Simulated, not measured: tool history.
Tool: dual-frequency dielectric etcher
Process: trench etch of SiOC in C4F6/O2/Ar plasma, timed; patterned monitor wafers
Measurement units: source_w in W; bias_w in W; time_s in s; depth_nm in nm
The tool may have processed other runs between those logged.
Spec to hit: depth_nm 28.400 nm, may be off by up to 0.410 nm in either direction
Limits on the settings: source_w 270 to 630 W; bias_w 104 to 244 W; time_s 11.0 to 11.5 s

run  hour  source_w  bias_w  time_s  depth_nm
  1   0.0       450     174    11.5    24.843
  2   5.1       450     186    11.5    25.238
  3   8.2       480     188    11.5    26.048
  4  11.9       500     189    11.5    26.700
  5  14.0       540     189    11.5    27.639
  6  19.2       540     174    11.5    26.986
  7  24.9       550     175    11.5    27.287
  8  30.3       560     176    11.5    27.529

Below are 4 possible settings for the next run. Only one of them brings all results inside the allowed miss of their targets. Which is it?
  A  35.7       520     179    11.5         ?
  B  35.7       600     175    11.5         ?
  C  35.7       570     171    11.5         ?
  D  35.7       500     183    11.5         ?

move  depth_nm
   A    26.863
   B    28.496
   C    27.639
   D    26.558
A: misses by more than the last run did
B: every result within its allowed miss
C: gains on the last run, yet a result remains outside its allowed miss
D: misses by more than the last run did
Correct choice: B, which meets every target
